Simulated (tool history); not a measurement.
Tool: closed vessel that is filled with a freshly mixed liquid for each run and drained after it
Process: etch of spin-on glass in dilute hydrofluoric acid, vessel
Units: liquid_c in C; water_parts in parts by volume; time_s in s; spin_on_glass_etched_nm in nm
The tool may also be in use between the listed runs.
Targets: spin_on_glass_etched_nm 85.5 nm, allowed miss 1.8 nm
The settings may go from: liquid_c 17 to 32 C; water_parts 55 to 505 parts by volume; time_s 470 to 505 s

| run | hour | liquid_c | water_parts | time_s | spin_on_glass_etched_nm |
|---|---|---|---|---|---|
| 1 | 0 | 24 | 280 | 470 | 61.268 |
| 2 | 0.7 | 24 | 235 | 470 | 76.087 |
| 3 | 1.9 | 24.5 | 235 | 470 | 77.624 |
| 4 | 3.3 | 25 | 235 | 470 | 80.344 |
| 5 | 4.6 | 25 | 235 | 470 | 79.41 |
| 6 | 11.5 | 25.5 | 235 | 470 | 80.399 |
| 7 | 17 | 26 | 235 | 470 | 81.83 |
| 8 | 20.7 | 26.5 | 235 | 470 | 83.38 |

4 next moves are on the table. One of them brings every result within its allowed miss. Which?
| A | 24.4 | 24.5 | 230 | 505 | ? |
| B | 24.4 | 25 | 235 | 490 | ? |
| C | 24.4 | 28 | 250 | 470 | ? |
| D | 24.4 | 25.5 | 255 | 505 | ? |

| move | spin_on_glass_etched_nm |
|---|---|
| A | 85.709 |
| B | 82.431 |
| C | 81.199 |
| D | 78.027 |
A: meets every target
B: further off than the last run
C: further off than the last run
D: further off than the last run
Answer: A
